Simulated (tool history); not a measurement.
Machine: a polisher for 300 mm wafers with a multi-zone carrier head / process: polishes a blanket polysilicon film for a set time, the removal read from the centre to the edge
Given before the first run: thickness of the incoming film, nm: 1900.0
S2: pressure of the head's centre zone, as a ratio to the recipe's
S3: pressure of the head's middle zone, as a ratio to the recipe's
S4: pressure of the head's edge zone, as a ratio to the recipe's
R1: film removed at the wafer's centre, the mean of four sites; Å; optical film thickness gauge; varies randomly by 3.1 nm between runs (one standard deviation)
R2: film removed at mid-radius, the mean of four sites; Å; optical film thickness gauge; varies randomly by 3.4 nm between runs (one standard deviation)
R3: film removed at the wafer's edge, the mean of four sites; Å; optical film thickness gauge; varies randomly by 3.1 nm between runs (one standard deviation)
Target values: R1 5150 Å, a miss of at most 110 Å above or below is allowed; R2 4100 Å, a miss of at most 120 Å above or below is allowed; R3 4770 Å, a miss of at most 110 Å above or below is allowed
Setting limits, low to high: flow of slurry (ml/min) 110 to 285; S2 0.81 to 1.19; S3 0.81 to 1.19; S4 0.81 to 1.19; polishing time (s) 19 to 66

Run 1, hour 0: flow of slurry (ml/min) 180, S2 1, S3 1, S4 1, polishing time (s) 42. Result: R1 3959.1 Å, R2 3949.2 Å, R3 3991.9 Å.
Run 2, hour 5.5: flow of slurry (ml/min) 195, S2 1.03, S3 0.99, S4 1.03, polishing time (s) 42. Result: R1 4066.1 Å, R2 3946.1 Å, R3 4039 Å.
Run 3, hour 11.4: flow of slurry (ml/min) 195, S2 1.03, S3 0.91, S4 1.03, polishing time (s) 42. Result: R1 4125.3 Å, R2 3712.1 Å, R3 4061.1 Å.
Run 4, hour 14.3: flow of slurry (ml/min) 195, S2 1.03, S3 0.91, S4 1.03, polishing time (s) 32. Result: R1 3151.7 Å, R2 2799.7 Å, R3 3060.6 Å.
Run 5, hour 19.1: flow of slurry (ml/min) 195, S2 1.03, S3 0.91, S4 1.03, polishing time (s) 24. Result: R1 2372.6 Å, R2 2097.3 Å, R3 2300.6 Å.
Run 6, hour 20.1: flow of slurry (ml/min) 195, S2 1.03, S3 0.91, S4 1.03, polishing time (s) 19. Result: R1 1868 Å, R2 1650.9 Å, R3 1829.1 Å.
Run 7, hour 28: flow of slurry (ml/min) 210, S2 1.04, S3 0.9, S4 1.05, polishing time (s) 23. Result: R1 2288.4 Å, R2 2031.7 Å, R3 2256.7 Å.
Run 8, hour 31.7: flow of slurry (ml/min) 210, S2 1.04, S3 0.9, S4 1.05, polishing time (s) 23. Result: R1 2263.6 Å, R2 2039.2 Å, R3 2232.4 Å.
Run 9, hour 38.2: flow of slurry (ml/min) 215, S2 1.07, S3 0.88, S4 1.07, polishing time (s) 27. Result: R1 2766.1 Å, R2 2369.6 Å, R3 2652.8 Å.
Run 10, hour 47.1: flow of slurry (ml/min) 225, S2 1.09, S3 0.87, S4 1.09, polishing time (s) 29. Result: R1 3044.1 Å, R2 2542.3 Å, R3 2882 Å.
Run 11, hour 55.7: flow of slurry (ml/min) 235, S2 1.1, S3 0.87, S4 1.11, polishing time (s) 31. Result: R1 3333.5 Å, R2 2660.1 Å, R3 3105.5 Å.
Run 12, hour 61.2: flow of slurry (ml/min) 235, S2 1.1, S3 0.88, S4 1.12, polishing time (s) 33. Result: R1 3512.9 Å, R2 2918.3 Å, R3 3313 Å.
Run 13, hour 67.9: flow of slurry (ml/min) 240, S2 1.11, S3 0.88, S4 1.13, polishing time (s) 35. Result: R1 3760.3 Å, R2 3078.7 Å, R3 3536.7 Å.
Run 14, hour 71.9: flow of slurry (ml/min) 245, S2 1.12, S3 0.88, S4 1.14, polishing time (s) 37. Result: R1 4012.9 Å, R2 3262.2 Å, R3 3790.1 Å.
Run 15, hour 78.6: flow of slurry (ml/min) 250, S2 1.13, S3 0.88, S4 1.15, polishing time (s) 38. Result: R1 4165.3 Å, R2 3360.5 Å, R3 3900.6 Å.
Run 16, hour 86.5: flow of slurry (ml/min) 255, S2 1.14, S3 0.88, S4 1.16, polishing time (s) 39. Result: R1 4313.5 Å, R2 3447.6 Å, R3 4055.4 Å.
Run 17, hour 89.9: flow of slurry (ml/min) 260, S2 1.15, S3 0.89, S4 1.16, polishing time (s) 40. Result: R1 4506.2 Å, R2 3566.3 Å, R3 4147.6 Å.
Run 18, hour 96.8: flow of slurry (ml/min) 260, S2 1.15, S3 0.89, S4 1.16, polishing time (s) 41. Result: R1 4600.8 Å, R2 3672.4 Å, R3 4196.2 Å.
Run 19, hour 102.1: flow of slurry (ml/min) 260, S2 1.15, S3 0.89, S4 1.17, polishing time (s) 42. Result: R1 4754.3 Å, R2 3758.6 Å, R3 4319.7 Å.

Consider the 4 candidate settings below. Which is the only one whose results all fall within their allowed miss of target?
Run A, hour 107.4: flow of slurry (ml/min) 225, S2 0.98, S3 1, S4 1.16, polishing time (s) 44. Result: R1 ?, R2 ?, R3 ?.
Run B, hour 107.4: flow of slurry (ml/min) 250, S2 0.92, S3 0.85, S4 1.19, polishing time (s) 50. Result: R1 ?, R2 ?, R3 ?.
Run C, hour 107.4: flow of slurry (ml/min) 260, S2 1.12, S3 0.87, S4 1.1, polishing time (s) 47. Result: R1 ?, R2 ?, R3 ?.
Run D, hour 107.4: flow of slurry (ml/min) 230, S2 0.98, S3 0.86, S4 1.17, polishing time (s) 48. Result: R1 ?, R2 ?, R3 ?.

move      R1      R2      R3
   A  4127.5  4260.7  4483.7
   B  4444.3  4288.4  5199.5
   C  5114.1  4117.1  4736.7
   D  4508.7  4122.5    4926
A: moves away from the targets compared with the last run
B: pushes the last run's worst result past its target
C: hits every target within its allowed miss
D: pushes the last run's worst result past its target
C is the move that brings every result within its allowed miss.

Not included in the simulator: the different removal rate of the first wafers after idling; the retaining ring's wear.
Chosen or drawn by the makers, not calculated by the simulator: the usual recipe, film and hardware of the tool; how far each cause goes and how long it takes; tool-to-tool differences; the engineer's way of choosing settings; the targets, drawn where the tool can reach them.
